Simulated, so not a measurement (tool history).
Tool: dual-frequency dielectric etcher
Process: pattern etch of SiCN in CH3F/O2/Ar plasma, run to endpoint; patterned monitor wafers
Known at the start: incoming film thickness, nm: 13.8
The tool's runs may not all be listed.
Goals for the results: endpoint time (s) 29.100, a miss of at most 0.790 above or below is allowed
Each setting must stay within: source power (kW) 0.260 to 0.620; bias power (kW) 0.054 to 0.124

| run | hour | source power (kW) | bias power (kW) | endpoint time (s) |
|---|---|---|---|---|
| 1 | 0.0 | 0.440 | 0.089 | 32.468 |
| 2 | 1.1 | 0.440 | 0.098 | 30.001 |
| 3 | 6.2 | 0.450 | 0.098 | 29.826 |
| 4 | 13.2 | 0.450 | 0.085 | 32.693 |
| 5 | 17.7 | 0.390 | 0.085 | 36.139 |
| 6 | 23.5 | 0.430 | 0.085 | 33.603 |
| 7 | 28.7 | 0.450 | 0.086 | 32.689 |
| 8 | 31.3 | 0.470 | 0.086 | 31.636 |
| 9 | 33.6 | 0.480 | 0.086 | 31.353 |
| 10 | 37.1 | 0.490 | 0.086 | 31.690 |
| 11 | 38.7 | 0.500 | 0.087 | 30.819 |
| 12 | 47.0 | 0.510 | 0.087 | 30.230 |
| 13 | 48.7 | 0.520 | 0.087 | 30.496 |

4 next moves are on the table. One of them brings every result within its allowed miss. Which?
| A | 50.4 | 0.520 | 0.093 | ? |
| B | 50.4 | 0.500 | 0.078 | ? |
| C | 50.4 | 0.570 | 0.070 | ? |
| D | 50.4 | 0.420 | 0.090 | ? |

| move | endpoint time (s) |
|---|---|
| A | 28.809 |
| B | 32.611 |
| C | 32.488 |
| D | 33.015 |
A: each result inside its tolerance
B: lands further from the targets than the last run did
C: lands further from the targets than the last run did
D: lands further from the targets than the last run did
Answer: A
